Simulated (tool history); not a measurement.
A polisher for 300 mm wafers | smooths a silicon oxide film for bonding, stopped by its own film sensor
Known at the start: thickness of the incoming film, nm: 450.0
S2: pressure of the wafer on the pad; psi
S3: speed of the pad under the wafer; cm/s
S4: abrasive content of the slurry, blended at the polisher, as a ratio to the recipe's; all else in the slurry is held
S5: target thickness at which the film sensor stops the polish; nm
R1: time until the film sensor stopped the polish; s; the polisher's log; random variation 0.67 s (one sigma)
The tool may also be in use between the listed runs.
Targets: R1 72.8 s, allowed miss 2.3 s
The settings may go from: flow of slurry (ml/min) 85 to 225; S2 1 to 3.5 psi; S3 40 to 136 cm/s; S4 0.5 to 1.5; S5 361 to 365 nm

Run 1, hour 0: flow of slurry (ml/min) 145, S2 2.2 psi, S3 88 cm/s, S4 1, S5 365 nm. Result: R1 92.864 s.
Run 2, hour 0.6: flow of slurry (ml/min) 145, S2 2.2 psi, S3 88 cm/s, S4 0.8, S5 365 nm. Result: R1 99.654 s.
Run 3, hour 9.2: flow of slurry (ml/min) 150, S2 2.3 psi, S3 88 cm/s, S4 0.8, S5 365 nm. Result: R1 95.864 s.
Run 4, hour 13.3: flow of slurry (ml/min) 150, S2 2.3 psi, S3 72 cm/s, S4 0.8, S5 365 nm. Result: R1 108.92 s.
Run 5, hour 20.2: flow of slurry (ml/min) 155, S2 2.4 psi, S3 72 cm/s, S4 0.8, S5 365 nm. Result: R1 103.05 s.
Run 6, hour 27.9: flow of slurry (ml/min) 135, S2 2.4 psi, S3 72 cm/s, S4 0.8, S5 365 nm. Result: R1 106.48 s.
Run 7, hour 28.5: flow of slurry (ml/min) 140, S2 2.5 psi, S3 72 cm/s, S4 0.8, S5 365 nm. Result: R1 103.89 s.
Run 8, hour 31.1: flow of slurry (ml/min) 150, S2 2.6 psi, S3 72 cm/s, S4 0.8, S5 365 nm. Result: R1 98.7 s.
Run 9, hour 39.9: flow of slurry (ml/min) 155, S2 2.7 psi, S3 72 cm/s, S4 0.8, S5 365 nm. Result: R1 97.645 s.
Run 10, hour 48.2: flow of slurry (ml/min) 155, S2 2.8 psi, S3 74 cm/s, S4 0.8, S5 365 nm. Result: R1 92.52 s.
Run 11, hour 51.7: flow of slurry (ml/min) 155, S2 2.8 psi, S3 74 cm/s, S4 0.8, S5 365 nm. Result: R1 91.961 s.
Run 12, hour 58.8: flow of slurry (ml/min) 155, S2 2.9 psi, S3 74 cm/s, S4 0.8, S5 365 nm. Result: R1 88.859 s.
Run 13, hour 64.5: flow of slurry (ml/min) 155, S2 3 psi, S3 74 cm/s, S4 0.8, S5 365 nm. Result: R1 86.471 s.
Run 14, hour 68.5: flow of slurry (ml/min) 155, S2 3.1 psi, S3 74 cm/s, S4 0.8, S5 365 nm. Result: R1 85.555 s.
Run 15, hour 70.1: flow of slurry (ml/min) 160, S2 3.2 psi, S3 74 cm/s, S4 0.8, S5 365 nm. Result: R1 80.965 s.
Run 16, hour 71.9: flow of slurry (ml/min) 170, S2 3.4 psi, S3 74 cm/s, S4 0.8, S5 365 nm. Result: R1 78.105 s.

4 next moves are on the table. One of them brings every result within its allowed miss. Which?
Run A, hour 73.7: flow of slurry (ml/min) 130, S2 3.1 psi, S3 74 cm/s, S4 0.8, S5 364 nm. Result: R1 ?.
Run B, hour 73.7: flow of slurry (ml/min) 135, S2 2.9 psi, S3 84 cm/s, S4 0.75, S5 361 nm. Result: R1 ?.
Run C, hour 73.7: flow of slurry (ml/min) 160, S2 3.4 psi, S3 80 cm/s, S4 0.85, S5 365 nm. Result: R1 ?.
Run D, hour 73.7: flow of slurry (ml/min) 160, S2 3.4 psi, S3 72 cm/s, S4 0.7, S5 361 nm. Result: R1 ?.

move      R1
   A  90.376
   B  92.297
   C   74.64
   D  88.649
A: further off than the last run
B: further off than the last run
C: meets every target
D: further off than the last run
The right move is C.

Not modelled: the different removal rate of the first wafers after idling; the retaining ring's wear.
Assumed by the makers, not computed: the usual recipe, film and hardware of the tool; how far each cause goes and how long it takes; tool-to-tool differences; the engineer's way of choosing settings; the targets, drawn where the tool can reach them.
